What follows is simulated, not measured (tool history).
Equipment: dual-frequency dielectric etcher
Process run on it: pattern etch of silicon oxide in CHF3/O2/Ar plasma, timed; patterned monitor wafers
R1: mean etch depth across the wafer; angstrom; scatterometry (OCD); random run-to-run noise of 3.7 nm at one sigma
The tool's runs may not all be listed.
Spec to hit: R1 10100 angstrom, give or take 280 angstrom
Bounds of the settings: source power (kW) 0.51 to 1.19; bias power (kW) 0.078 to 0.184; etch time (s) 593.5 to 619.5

{"run": 1, "hour": 0.0, "source power (kW)": 0.85, "bias power (kW)": 0.131, "etch time (s)": 593.5, "R1": 12802}
{"run": 2, "hour": 2.1, "source power (kW)": 0.77, "bias power (kW)": 0.122, "etch time (s)": 593.5, "R1": 11945}
{"run": 3, "hour": 6.5, "source power (kW)": 0.77, "bias power (kW)": 0.122, "etch time (s)": 593.5, "R1": 11931}
{"run": 4, "hour": 15.0, "source power (kW)": 0.71, "bias power (kW)": 0.118, "etch time (s)": 593.5, "R1": 11364}
{"run": 5, "hour": 17.8, "source power (kW)": 0.71, "bias power (kW)": 0.127, "etch time (s)": 593.5, "R1": 11639}
{"run": 6, "hour": 25.0, "source power (kW)": 0.71, "bias power (kW)": 0.14, "etch time (s)": 593.5, "R1": 11929}
{"hour": 31.1, "done": "source power generator calibrated"}
{"run": 7, "hour": 31.1, "source power (kW)": 0.66, "bias power (kW)": 0.135, "etch time (s)": 593.5, "R1": 11312}
{"run": 8, "hour": 35.3, "source power (kW)": 0.63, "bias power (kW)": 0.133, "etch time (s)": 593.5, "R1": 10902}
{"run": 9, "hour": 39.9, "source power (kW)": 0.51, "bias power (kW)": 0.128, "etch time (s)": 593.5, "R1": 9675.5}
{"run": 10, "hour": 42.5, "source power (kW)": 0.52, "bias power (kW)": 0.128, "etch time (s)": 593.5, "R1": 9779.3}

Below are 5 possible settings for the next run. Only one of them brings all results inside the allowed miss of their targets. Which is it?
{"run": "A", "hour": 45.1, "source power (kW)": 0.54, "bias power (kW)": 0.147, "etch time (s)": 619.5, "R1": "?"}
{"run": "B", "hour": 45.1, "source power (kW)": 0.66, "bias power (kW)": 0.128, "etch time (s)": 593.5, "R1": "?"}
{"run": "C", "hour": 45.1, "source power (kW)": 0.51, "bias power (kW)": 0.147, "etch time (s)": 593.5, "R1": "?"}
{"run": "D", "hour": 45.1, "source power (kW)": 0.53, "bias power (kW)": 0.112, "etch time (s)": 593.5, "R1": "?"}
{"run": "E", "hour": 45.1, "source power (kW)": 0.51, "bias power (kW)": 0.121, "etch time (s)": 593.5, "R1": "?"}

move=A R1=10881
move=B R1=11069
move=C R1=10096
move=D R1=9393.4
move=E R1=9433.7
A: carries the result that was furthest off beyond its target, to the other side
B: carries the result that was furthest off beyond its target, to the other side
C: in spec on every target
D: lands further from the targets than the last run did
E: lands further from the targets than the last run did
C meets every target.

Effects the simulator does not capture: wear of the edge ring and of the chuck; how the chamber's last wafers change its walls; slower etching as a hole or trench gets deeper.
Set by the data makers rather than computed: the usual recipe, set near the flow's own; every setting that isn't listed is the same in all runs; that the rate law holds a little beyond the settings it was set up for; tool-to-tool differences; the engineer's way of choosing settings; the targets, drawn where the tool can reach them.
